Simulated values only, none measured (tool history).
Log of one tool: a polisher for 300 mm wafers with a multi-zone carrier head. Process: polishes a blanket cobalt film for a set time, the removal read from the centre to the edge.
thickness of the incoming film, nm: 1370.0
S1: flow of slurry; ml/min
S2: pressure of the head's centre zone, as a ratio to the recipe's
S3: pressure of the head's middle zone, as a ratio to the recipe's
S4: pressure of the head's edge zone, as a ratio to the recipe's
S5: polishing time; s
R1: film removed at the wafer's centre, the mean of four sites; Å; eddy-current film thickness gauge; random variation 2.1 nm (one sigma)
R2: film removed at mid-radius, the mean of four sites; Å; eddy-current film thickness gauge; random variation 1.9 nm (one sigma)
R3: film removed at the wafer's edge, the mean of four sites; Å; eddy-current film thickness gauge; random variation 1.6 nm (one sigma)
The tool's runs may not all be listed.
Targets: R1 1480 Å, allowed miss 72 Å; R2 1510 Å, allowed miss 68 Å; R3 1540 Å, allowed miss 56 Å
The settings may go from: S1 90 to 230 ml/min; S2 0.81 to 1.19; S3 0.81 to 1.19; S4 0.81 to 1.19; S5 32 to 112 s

run,hour,S1,S2,S3,S4,S5,R1,R2,R3
1,0,150,1,1,1,72,2271.9,2192.1,2216.7
2,5,150,1.07,1,1,72,2392.3,2248.1,2232.6
3,10.3,150,1.07,1,1.06,72,2456.9,2214.2,2294.1
4,13.3,175,1.07,1,1.06,72,2462.1,2288,2301.2
5,18.6,175,1.07,1,1.11,72,2457.7,2240.9,2384.9
6,24.3,175,1.03,0.99,1.08,66,2228.1,2065.5,2189.7
7,31.5,170,1,0.99,1.05,61,1972,1922.2,1979.1
8,36.6,170,1,0.99,1.05,61,1930.1,1892.8,1957.5
9,38.3,165,0.98,0.97,1.02,59,1839.1,1794.4,1897.4
10,40.4,160,0.97,0.96,0.99,57,1766.3,1754.9,1784.2
11,46.5,155,0.95,0.94,0.97,56,1701.7,1700.1,1733.4
12,54.7,150,0.94,0.93,0.95,55,1656,1607.4,1680.5
13,58.6,145,0.93,0.93,0.94,54,1558.1,1536.1,1655.5
14,63.1,145,0.93,0.94,0.92,54,1543.7,1585.8,1607.2
15,67.9,140,0.93,0.94,0.91,54,1591.3,1553.4,1597.6
16,75,140,0.92,0.94,0.9,54,1573,1539,1612.5
17,75.6,140,0.91,0.95,0.89,54,1502.6,1561.9,1610.5

5 next moves are on the table. One of them brings every result within its allowed miss. Which?
A,76.2,125,0.83,0.96,1.02,56,?,?,?
B,76.2,120,0.91,0.85,0.92,58,?,?,?
C,76.2,150,0.91,0.94,0.85,52,?,?,?
D,76.2,110,0.89,0.93,0.98,58,?,?,?
E,76.2,120,0.94,0.93,0.91,57,?,?,?

move,R1,R2,R3
A,1479.3,1585.6,1704
B,1628.2,1480.5,1697.4
C,1551.8,1511,1541.4
D,1554.9,1546.2,1700.4
E,1643.7,1557.5,1661
A: further off than the last run
B: further off than the last run
C: meets every target
D: further off than the last run
E: further off than the last run
Answer: C
